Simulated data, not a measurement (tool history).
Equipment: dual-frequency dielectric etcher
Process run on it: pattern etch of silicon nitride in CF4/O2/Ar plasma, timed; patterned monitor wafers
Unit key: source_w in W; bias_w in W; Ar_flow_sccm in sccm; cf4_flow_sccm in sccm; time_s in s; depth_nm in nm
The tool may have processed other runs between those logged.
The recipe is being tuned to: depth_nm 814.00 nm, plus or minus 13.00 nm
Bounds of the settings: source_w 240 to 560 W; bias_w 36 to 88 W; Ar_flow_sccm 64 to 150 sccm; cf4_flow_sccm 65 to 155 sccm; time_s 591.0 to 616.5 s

{"run": 1, "day": 0.0, "source_w": 400, "bias_w": 62, "Ar_flow_sccm": 107, "cf4_flow_sccm": 110, "time_s": 591.0, "depth_nm": 945.81}
{"run": 2, "day": 0.046, "source_w": 390, "bias_w": 62, "Ar_flow_sccm": 107, "cf4_flow_sccm": 110, "time_s": 591.0, "depth_nm": 930.35}
{"run": 3, "day": 0.229, "source_w": 380, "bias_w": 62, "Ar_flow_sccm": 107, "cf4_flow_sccm": 110, "time_s": 591.0, "depth_nm": 899.02}
{"run": 4, "day": 0.55, "source_w": 370, "bias_w": 62, "Ar_flow_sccm": 107, "cf4_flow_sccm": 110, "time_s": 591.0, "depth_nm": 878.87}
{"run": 5, "day": 0.575, "source_w": 420, "bias_w": 62, "Ar_flow_sccm": 107, "cf4_flow_sccm": 110, "time_s": 591.0, "depth_nm": 987.06}
{"run": 6, "day": 0.671, "source_w": 470, "bias_w": 62, "Ar_flow_sccm": 107, "cf4_flow_sccm": 110, "time_s": 591.0, "depth_nm": 1092.6}
{"run": 7, "day": 0.962, "source_w": 470, "bias_w": 62, "Ar_flow_sccm": 107, "cf4_flow_sccm": 110, "time_s": 591.0, "depth_nm": 1096.4}
{"run": 8, "day": 1.146, "source_w": 450, "bias_w": 62, "Ar_flow_sccm": 107, "cf4_flow_sccm": 110, "time_s": 591.0, "depth_nm": 1051.4}
{"run": 9, "day": 1.321, "source_w": 430, "bias_w": 62, "Ar_flow_sccm": 107, "cf4_flow_sccm": 110, "time_s": 591.0, "depth_nm": 1007.3}
{"run": 10, "day": 1.583, "source_w": 350, "bias_w": 61, "Ar_flow_sccm": 107, "cf4_flow_sccm": 110, "time_s": 591.0, "depth_nm": 828.56}

Of the 5 settings listed for the next run, only one would bring every result within its allowed miss of target. Which one?
{"run": "A", "day": 1.846, "source_w": 300, "bias_w": 88, "Ar_flow_sccm": 100, "cf4_flow_sccm": 100, "time_s": 604.0, "depth_nm": "?"}
{"run": "B", "day": 1.846, "source_w": 330, "bias_w": 62, "Ar_flow_sccm": 104, "cf4_flow_sccm": 133, "time_s": 597.5, "depth_nm": "?"}
{"run": "C", "day": 1.846, "source_w": 360, "bias_w": 55, "Ar_flow_sccm": 99, "cf4_flow_sccm": 118, "time_s": 597.5, "depth_nm": "?"}
{"run": "D", "day": 1.846, "source_w": 360, "bias_w": 57, "Ar_flow_sccm": 102, "cf4_flow_sccm": 115, "time_s": 599.5, "depth_nm": "?"}
{"run": "E", "day": 1.846, "source_w": 350, "bias_w": 61, "Ar_flow_sccm": 101, "cf4_flow_sccm": 106, "time_s": 605.5, "depth_nm": "?"}

move=A depth_nm=845.45
move=B depth_nm=821.10
move=C depth_nm=846.65
move=D depth_nm=855.71
move=E depth_nm=856.03
A: the biggest miss grows against the last run
B: in spec on every target
C: the biggest miss grows against the last run
D: the biggest miss grows against the last run
E: the biggest miss grows against the last run
Answer: B
